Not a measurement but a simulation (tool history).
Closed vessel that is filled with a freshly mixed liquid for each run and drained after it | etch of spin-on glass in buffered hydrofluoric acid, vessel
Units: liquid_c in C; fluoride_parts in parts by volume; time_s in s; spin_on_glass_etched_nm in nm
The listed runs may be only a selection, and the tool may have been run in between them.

Run 1, hour 0.0: liquid_c 22.0 C, fluoride_parts 7.5 parts by volume, time_s 100 s. Result: spin_on_glass_etched_nm 563.19 nm.
Run 2, hour 1.8: liquid_c 24.0 C, fluoride_parts 7.0 parts by volume, time_s 100 s. Result: spin_on_glass_etched_nm 671.33 nm.
Run 3, hour 5.4: liquid_c 22.5 C, fluoride_parts 7.0 parts by volume, time_s 100 s. Result: spin_on_glass_etched_nm 634.02 nm.
Run 4, hour 6.7: liquid_c 22.5 C, fluoride_parts 5.0 parts by volume, time_s 100 s. Result: spin_on_glass_etched_nm 827.14 nm.
Run 5, hour 12.5: liquid_c 22.5 C, fluoride_parts 5.0 parts by volume, time_s 105 s. Result: spin_on_glass_etched_nm 875.54 nm.
Run 6, hour 18.4: liquid_c 23.5 C, fluoride_parts 5.0 parts by volume, time_s 105 s. Result: spin_on_glass_etched_nm 923.63 nm.
Run 7, hour 23.6: liquid_c 24.0 C, fluoride_parts 5.0 parts by volume, time_s 105 s. Result: spin_on_glass_etched_nm 949.69 nm.

Forecast run 8:
Run 8, hour 29.5: liquid_c 24.5 C, fluoride_parts 5.0 parts by volume, time_s 105 s. Result: spin_on_glass_etched_nm ?.

Run 8 yielded spin_on_glass_etched_nm 963.89 nm.
